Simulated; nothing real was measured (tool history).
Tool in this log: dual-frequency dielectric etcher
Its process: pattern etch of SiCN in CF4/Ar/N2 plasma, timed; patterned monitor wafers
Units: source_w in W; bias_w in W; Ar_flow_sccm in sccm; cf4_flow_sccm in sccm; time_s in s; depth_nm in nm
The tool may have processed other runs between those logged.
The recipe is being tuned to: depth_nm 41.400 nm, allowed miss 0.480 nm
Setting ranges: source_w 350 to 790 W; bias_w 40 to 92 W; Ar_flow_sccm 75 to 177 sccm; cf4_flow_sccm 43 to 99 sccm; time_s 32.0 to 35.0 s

Run 1, hour 0.0: source_w 570 W, bias_w 66 W, Ar_flow_sccm 126 sccm, cf4_flow_sccm 71 sccm, time_s 35.0 s. Result: depth_nm 34.008 nm.
Run 2, hour 5.7: source_w 570 W, bias_w 66 W, Ar_flow_sccm 126 sccm, cf4_flow_sccm 80 sccm, time_s 35.0 s. Result: depth_nm 34.835 nm.
Run 3, hour 14.0: source_w 570 W, bias_w 66 W, Ar_flow_sccm 126 sccm, cf4_flow_sccm 74 sccm, time_s 35.0 s. Result: depth_nm 34.556 nm.
Run 4, hour 19.3: source_w 590 W, bias_w 66 W, Ar_flow_sccm 126 sccm, cf4_flow_sccm 74 sccm, time_s 35.0 s. Result: depth_nm 35.638 nm.
Run 5, hour 21.8: source_w 590 W, bias_w 66 W, Ar_flow_sccm 115 sccm, cf4_flow_sccm 74 sccm, time_s 35.0 s. Result: depth_nm 36.008 nm.
Run 6, hour 23.4: source_w 590 W, bias_w 66 W, Ar_flow_sccm 127 sccm, cf4_flow_sccm 74 sccm, time_s 35.0 s. Result: depth_nm 35.758 nm.
Run 7, hour 27.4: source_w 590 W, bias_w 66 W, Ar_flow_sccm 127 sccm, cf4_flow_sccm 74 sccm, time_s 35.0 s. Result: depth_nm 35.308 nm.
Run 8, hour 33.4: source_w 610 W, bias_w 66 W, Ar_flow_sccm 127 sccm, cf4_flow_sccm 74 sccm, time_s 35.0 s. Result: depth_nm 36.817 nm.

Which of these 4 next moves meets every target?
Run A, hour 39.4: source_w 660 W, bias_w 66 W, Ar_flow_sccm 129 sccm, cf4_flow_sccm 81 sccm, time_s 33.5 s. Result: depth_nm ?.
Run B, hour 39.4: source_w 630 W, bias_w 70 W, Ar_flow_sccm 124 sccm, cf4_flow_sccm 79 sccm, time_s 34.5 s. Result: depth_nm ?.
Run C, hour 39.4: source_w 610 W, bias_w 65 W, Ar_flow_sccm 125 sccm, cf4_flow_sccm 70 sccm, time_s 34.0 s. Result: depth_nm ?.
Run D, hour 39.4: source_w 650 W, bias_w 72 W, Ar_flow_sccm 110 sccm, cf4_flow_sccm 79 sccm, time_s 34.5 s. Result: depth_nm ?.

move  depth_nm
   A    38.687
   B    38.839
   C    35.209
   D    41.332
A: nearer than the last run, and not there yet
B: nearer than the last run, and not there yet
C: further off than the last run
D: each result inside its tolerance
So the answer is move D, the one that meets all the targets.

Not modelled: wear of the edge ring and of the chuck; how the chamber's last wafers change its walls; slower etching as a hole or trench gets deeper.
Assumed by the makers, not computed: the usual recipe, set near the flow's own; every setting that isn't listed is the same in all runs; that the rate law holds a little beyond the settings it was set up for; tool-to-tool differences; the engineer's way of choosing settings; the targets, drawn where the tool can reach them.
